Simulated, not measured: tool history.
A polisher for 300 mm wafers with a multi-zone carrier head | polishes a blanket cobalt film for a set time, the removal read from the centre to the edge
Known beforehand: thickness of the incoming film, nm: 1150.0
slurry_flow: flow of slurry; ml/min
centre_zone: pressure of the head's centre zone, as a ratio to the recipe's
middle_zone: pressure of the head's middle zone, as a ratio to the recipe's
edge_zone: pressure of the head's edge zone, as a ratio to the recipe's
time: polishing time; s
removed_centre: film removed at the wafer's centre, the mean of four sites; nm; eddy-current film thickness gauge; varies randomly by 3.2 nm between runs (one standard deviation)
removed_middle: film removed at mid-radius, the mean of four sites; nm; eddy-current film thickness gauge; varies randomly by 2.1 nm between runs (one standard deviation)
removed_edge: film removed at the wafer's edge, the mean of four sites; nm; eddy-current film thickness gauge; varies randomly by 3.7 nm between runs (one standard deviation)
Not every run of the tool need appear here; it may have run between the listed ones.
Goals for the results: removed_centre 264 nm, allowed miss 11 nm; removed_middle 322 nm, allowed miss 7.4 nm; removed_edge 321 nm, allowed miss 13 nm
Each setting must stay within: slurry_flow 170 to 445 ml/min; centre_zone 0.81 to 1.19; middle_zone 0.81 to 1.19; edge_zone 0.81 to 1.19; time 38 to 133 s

{"run": 1, "hour": 0.0, "slurry_flow": 285, "centre_zone": 1, "middle_zone": 1, "edge_zone": 1, "time": 85, "removed_centre": 285.22, "removed_middle": 279.66, "removed_edge": 279.66}
{"run": 2, "hour": 3.7, "slurry_flow": 330, "centre_zone": 1, "middle_zone": 1, "edge_zone": 1, "time": 85, "removed_centre": 288.78, "removed_middle": 280.93, "removed_edge": 285.38}
{"run": 3, "hour": 11.9, "slurry_flow": 330, "centre_zone": 1, "middle_zone": 1, "edge_zone": 0.94, "time": 85, "removed_centre": 292.26, "removed_middle": 283.28, "removed_edge": 276.88}
{"run": 4, "hour": 15.1, "slurry_flow": 335, "centre_zone": 0.98, "middle_zone": 1.01, "edge_zone": 0.96, "time": 86, "removed_centre": 284.8, "removed_middle": 287.27, "removed_edge": 282.61}
{"run": 5, "hour": 16.9, "slurry_flow": 335, "centre_zone": 1.04, "middle_zone": 1.01, "edge_zone": 0.96, "time": 86, "removed_centre": 303.67, "removed_middle": 287.08, "removed_edge": 282.2}
{"run": 6, "hour": 19.0, "slurry_flow": 335, "centre_zone": 1.04, "middle_zone": 1.01, "edge_zone": 0.96, "time": 70, "removed_centre": 244.19, "removed_middle": 236.26, "removed_edge": 228.98}
{"run": 7, "hour": 20.6, "slurry_flow": 340, "centre_zone": 1.02, "middle_zone": 1.02, "edge_zone": 0.98, "time": 72, "removed_centre": 245.62, "removed_middle": 244.91, "removed_edge": 237.73}
{"run": 8, "hour": 28.6, "slurry_flow": 345, "centre_zone": 0.92, "middle_zone": 1.12, "edge_zone": 1.08, "time": 92, "removed_centre": 284.56, "removed_middle": 337.54, "removed_edge": 319.64}
{"run": 9, "hour": 33.3, "slurry_flow": 345, "centre_zone": 0.91, "middle_zone": 1.11, "edge_zone": 1.08, "time": 92, "removed_centre": 281.5, "removed_middle": 335.36, "removed_edge": 319.34}

Pick the move, out of 4, that brings all results within their allowed miss; only one does.
{"run": "A", "hour": 38.0, "slurry_flow": 290, "centre_zone": 0.84, "middle_zone": 1.07, "edge_zone": 1.11, "time": 93, "removed_centre": "?", "removed_middle": "?", "removed_edge": "?"}
{"run": "B", "hour": 38.0, "slurry_flow": 370, "centre_zone": 0.92, "middle_zone": 1.1, "edge_zone": 1.12, "time": 92, "removed_centre": "?", "removed_middle": "?", "removed_edge": "?"}
{"run": "C", "hour": 38.0, "slurry_flow": 260, "centre_zone": 0.94, "middle_zone": 1.15, "edge_zone": 1.11, "time": 94, "removed_centre": "?", "removed_middle": "?", "removed_edge": "?"}
{"run": "D", "hour": 38.0, "slurry_flow": 325, "centre_zone": 0.9, "middle_zone": 1.19, "edge_zone": 1.19, "time": 88, "removed_centre": "?", "removed_middle": "?", "removed_edge": "?"}

move=A removed_centre=259.25 removed_middle=324 removed_edge=319.9
move=B removed_centre=285.72 removed_middle=332.82 removed_edge=321.31
move=C removed_centre=291.49 removed_middle=345.84 removed_edge=321.34
move=D removed_centre=265.24 removed_middle=338.08 removed_edge=314.92
A: every result lands within tolerance
B: the biggest miss grows against the last run
C: the biggest miss grows against the last run
D: the biggest miss grows against the last run
Answer: A
